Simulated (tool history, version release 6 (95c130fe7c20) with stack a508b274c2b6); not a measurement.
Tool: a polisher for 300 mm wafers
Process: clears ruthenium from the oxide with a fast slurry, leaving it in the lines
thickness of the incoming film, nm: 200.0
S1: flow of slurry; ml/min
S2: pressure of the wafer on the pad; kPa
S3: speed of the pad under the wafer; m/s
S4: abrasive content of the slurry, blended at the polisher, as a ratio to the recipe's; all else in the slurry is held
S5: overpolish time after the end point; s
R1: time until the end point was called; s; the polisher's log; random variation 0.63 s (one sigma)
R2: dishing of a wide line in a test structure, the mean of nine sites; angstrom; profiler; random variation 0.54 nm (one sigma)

{"run": 1, "hour": 0.0, "S1": 150, "S2": 12.4, "S3": 0.8, "S4": 1, "S5": 9, "R1": 90.176, "R2": 167.8}
{"run": 2, "hour": 1.2, "S1": 150, "S2": 14.5, "S3": 0.8, "S4": 1, "S5": 9, "R1": 80.015, "R2": 186.18}
{"run": 3, "hour": 4.0, "S1": 115, "S2": 14.5, "S3": 0.8, "S4": 1, "S5": 9, "R1": 84.713, "R2": 179.18}
{"run": 4, "hour": 6.9, "S1": 120, "S2": 15.2, "S3": 0.82, "S4": 1, "S5": 9, "R1": 79.421, "R2": 194.42}
{"run": 5, "hour": 9.9, "S1": 125, "S2": 15.9, "S3": 0.84, "S4": 1, "S5": 9, "R1": 75.514, "R2": 195.34}
{"run": 6, "hour": 17.2, "S1": 140, "S2": 15.9, "S3": 0.84, "S4": 1, "S5": 9, "R1": 72.657, "R2": 201.53}
{"run": 7, "hour": 18.2, "S1": 140, "S2": 16.5, "S3": 0.88, "S4": 1, "S5": 9, "R1": 67.162, "R2": 217.31}
{"run": 8, "hour": 19.4, "S1": 140, "S2": 17.2, "S3": 0.9, "S4": 1, "S5": 9, "R1": 65.379, "R2": 232.73}
{"run": 9, "hour": 27.7, "S1": 140, "S2": 17.2, "S3": 0.92, "S4": 1, "S5": 9, "R1": 63.251, "R2": 233.93}

Forecast run 10:
{"run": 10, "hour": 33.5, "S1": 140, "S2": 17.2, "S3": 0.94, "S4": 1, "S5": 9, "R1": "?", "R2": "?"}

{"run 10": {"R1": 64.031, "R2": 237.89}}
